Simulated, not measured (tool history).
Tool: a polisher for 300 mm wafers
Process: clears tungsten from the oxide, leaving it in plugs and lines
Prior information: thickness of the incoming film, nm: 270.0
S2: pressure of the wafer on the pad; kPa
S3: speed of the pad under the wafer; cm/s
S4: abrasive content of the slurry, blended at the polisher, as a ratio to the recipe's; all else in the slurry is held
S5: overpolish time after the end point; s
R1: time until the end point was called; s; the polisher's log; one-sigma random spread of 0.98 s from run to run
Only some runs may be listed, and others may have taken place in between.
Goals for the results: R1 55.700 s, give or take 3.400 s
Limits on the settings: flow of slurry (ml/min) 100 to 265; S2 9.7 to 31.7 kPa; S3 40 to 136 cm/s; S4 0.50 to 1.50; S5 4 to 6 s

run 1 day=0.000 | flow_of_slurry_(ml/min)=170 S2=20.7 S3=88 S4=1.00 S5=6 | R1=73.355
run 2 day=0.133 | flow_of_slurry_(ml/min)=170 S2=20.7 S3=88 S4=1.00 S5=4 | R1=75.315
run 3 day=0.325 | flow_of_slurry_(ml/min)=170 S2=20.7 S3=88 S4=1.20 S5=4 | R1=72.225
run 4 day=0.650 | flow_of_slurry_(ml/min)=170 S2=20.7 S3=88 S4=1.20 S5=6 | R1=72.403
run 5 day=0.796 | flow_of_slurry_(ml/min)=170 S2=20.7 S3=88 S4=1.00 S5=6 | R1=77.652
run 6 day=1.125 | flow_of_slurry_(ml/min)=170 S2=21.4 S3=88 S4=1.00 S5=6 | R1=73.365
run 7 day=1.196 | flow_of_slurry_(ml/min)=170 S2=22.1 S3=88 S4=1.00 S5=6 | R1=72.536
run 8 day=1.450 | flow_of_slurry_(ml/min)=170 S2=22.8 S3=88 S4=1.00 S5=6 | R1=71.232
run 9 day=1.542 | flow_of_slurry_(ml/min)=170 S2=23.4 S3=88 S4=1.00 S5=6 | R1=68.604
run 10 day=1.650 | flow_of_slurry_(ml/min)=170 S2=24.1 S3=88 S4=1.00 S5=6 | R1=65.604
run 11 day=1.975 | flow_of_slurry_(ml/min)=170 S2=24.8 S3=88 S4=1.00 S5=6 | R1=66.091

Which single option among these 4 for the next run brings every result within its allowed miss of target? Just one does.
run A day=2.300 | flow_of_slurry_(ml/min)=180 S2=25.5 S3=86 S4=1.00 S5=6 | R1=?
run B day=2.300 | flow_of_slurry_(ml/min)=120 S2=31.0 S3=104 S4=1.20 S5=6 | R1=?
run C day=2.300 | flow_of_slurry_(ml/min)=175 S2=29.0 S3=90 S4=1.15 S5=6 | R1=?
run D day=2.300 | flow_of_slurry_(ml/min)=205 S2=28.3 S3=110 S4=0.80 S5=6 | R1=?

move=A R1=65.125
move=B R1=48.628
move=C R1=55.133
move=D R1=49.275
A: closer than the last run, but not yet in spec
B: takes the result that was furthest off past its target
C: all results land within tolerance of their targets
D: takes the result that was furthest off past its target
So the answer is move C, the one that meets all the targets.

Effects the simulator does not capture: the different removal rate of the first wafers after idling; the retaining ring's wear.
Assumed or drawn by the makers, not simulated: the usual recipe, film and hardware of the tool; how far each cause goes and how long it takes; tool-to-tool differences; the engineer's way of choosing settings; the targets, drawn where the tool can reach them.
